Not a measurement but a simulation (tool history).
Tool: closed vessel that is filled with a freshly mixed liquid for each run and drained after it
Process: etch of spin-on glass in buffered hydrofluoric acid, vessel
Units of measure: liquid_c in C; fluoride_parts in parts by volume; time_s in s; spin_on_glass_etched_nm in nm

run,hour,liquid_c,fluoride_parts,time_s,spin_on_glass_etched_nm
1,0,22,23,100,146.7
2,7.7,25,23,100,172.97
3,15.2,26.5,23,100,188.02
4,22.8,23.5,24.5,100,152.43
5,27.1,27,24.5,100,185.02
6,30.3,24,25.5,100,153.71
7,31,22,26.5,100,134.08

The next listed run, before its measurement:
8,33.1,20.5,27.5,100,?

{"run 8": {"spin_on_glass_etched_nm": 119.68}}
